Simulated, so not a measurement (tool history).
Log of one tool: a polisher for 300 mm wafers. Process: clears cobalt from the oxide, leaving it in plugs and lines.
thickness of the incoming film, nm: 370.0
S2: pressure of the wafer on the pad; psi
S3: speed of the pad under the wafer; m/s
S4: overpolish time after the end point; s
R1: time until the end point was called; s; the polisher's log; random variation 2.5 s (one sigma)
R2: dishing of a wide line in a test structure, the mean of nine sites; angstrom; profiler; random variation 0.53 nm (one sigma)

Run 1, hour 0.0: flow of slurry (ml/min) 205, S2 1.9 psi, S3 0.78 m/s, S4 22 s. Result: R1 98.490 s, R2 453.00 angstrom.
Run 2, hour 1.6: flow of slurry (ml/min) 205, S2 1.9 psi, S3 0.86 m/s, S4 22 s. Result: R1 89.532 s, R2 474.32 angstrom.
Run 3, hour 6.8: flow of slurry (ml/min) 205, S2 1.9 psi, S3 0.96 m/s, S4 22 s. Result: R1 81.025 s, R2 489.40 angstrom.
Run 4, hour 11.7: flow of slurry (ml/min) 205, S2 1.9 psi, S3 0.96 m/s, S4 14 s. Result: R1 82.157 s, R2 382.80 angstrom.
Run 5, hour 18.8: flow of slurry (ml/min) 205, S2 1.9 psi, S3 0.96 m/s, S4 23 s. Result: R1 80.587 s, R2 504.94 angstrom.
Run 6, hour 26.5: flow of slurry (ml/min) 205, S2 1.9 psi, S3 0.84 m/s, S4 23 s. Result: R1 90.989 s, R2 468.77 angstrom.
Run 7, hour 34.9: flow of slurry (ml/min) 205, S2 1.7 psi, S3 0.82 m/s, S4 24 s. Result: R1 104.060 s, R2 450.33 angstrom.

Run 8 comes next. What will it give?
Run 8, hour 41.1: flow of slurry (ml/min) 205, S2 1.5 psi, S3 0.80 m/s, S4 25 s. Result: R1 ?, R2 ?.

Run 8 gave R1 124.050 s, R2 437.64 angstrom.
